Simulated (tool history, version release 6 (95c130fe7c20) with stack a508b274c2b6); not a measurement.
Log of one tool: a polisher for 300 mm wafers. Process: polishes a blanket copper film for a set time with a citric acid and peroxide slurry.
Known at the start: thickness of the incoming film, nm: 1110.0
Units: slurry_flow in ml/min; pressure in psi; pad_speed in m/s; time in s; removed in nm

| run | hour | slurry_flow | pressure | pad_speed | slurry_solids | time | removed |
|---|---|---|---|---|---|---|---|
| 1 | 0 | 215 | 2.4 | 1 | 1 | 66 | 123.2 |
| 2 | 6.8 | 215 | 2.4 | 1 | 1 | 66 | 126.01 |
| 3 | 13.1 | 215 | 2.3 | 1 | 1 | 66 | 120.35 |
| 4 | 14.3 | 215 | 2.3 | 1 | 1 | 66 | 118.56 |
| 5 | 20.8 | 215 | 2.2 | 1 | 1 | 66 | 112.65 |
| 6 | 24.3 | 215 | 2.2 | 1 | 1 | 69 | 120.87 |
| 7 | 29.1 | 215 | 2.1 | 1 | 1 | 69 | 115.6 |

Forecast run 8:
| 8 | 35.9 | 215 | 2 | 1 | 1 | 69 | ? |

{"run 8": {"removed": 111.26}}
